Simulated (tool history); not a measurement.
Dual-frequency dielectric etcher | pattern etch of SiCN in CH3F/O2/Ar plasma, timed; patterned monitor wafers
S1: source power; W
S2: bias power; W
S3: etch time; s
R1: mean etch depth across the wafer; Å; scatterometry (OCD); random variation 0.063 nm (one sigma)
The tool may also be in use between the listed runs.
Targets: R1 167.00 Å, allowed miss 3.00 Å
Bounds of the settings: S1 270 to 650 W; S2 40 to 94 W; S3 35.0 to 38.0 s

{"run": 1, "hour": 0.0, "S1": 460, "S2": 67, "S3": 38.0, "R1": 148.16}
{"run": 2, "hour": 7.8, "S1": 490, "S2": 68, "S3": 38.0, "R1": 151.96}
{"run": 3, "hour": 12.9, "S1": 520, "S2": 69, "S3": 38.0, "R1": 157.43}
{"run": 4, "hour": 15.1, "S1": 540, "S2": 69, "S3": 38.0, "R1": 158.87}
{"run": 5, "hour": 19.6, "S1": 540, "S2": 59, "S3": 38.0, "R1": 147.43}
{"run": 6, "hour": 25.9, "S1": 540, "S2": 59, "S3": 35.0, "R1": 136.03}
{"run": 7, "hour": 31.9, "S1": 560, "S2": 63, "S3": 35.0, "R1": 142.22}
{"run": 8, "hour": 40.8, "S1": 650, "S2": 77, "S3": 36.0, "R1": 171.32}

4 next moves are on the table. One of them brings every result within its allowed miss. Which?
{"run": "A", "hour": 49.7, "S1": 650, "S2": 79, "S3": 36.0, "R1": "?"}
{"run": "B", "hour": 49.7, "S1": 630, "S2": 71, "S3": 35.5, "R1": "?"}
{"run": "C", "hour": 49.7, "S1": 620, "S2": 72, "S3": 38.0, "R1": "?"}
{"run": "D", "hour": 49.7, "S1": 650, "S2": 76, "S3": 35.5, "R1": "?"}

move=A R1=173.77
move=B R1=160.81
move=C R1=172.33
move=D R1=168.15
A: further off than the last run
B: takes the result that was furthest off past its target
C: further off than the last run
D: meets every target
Answer: D
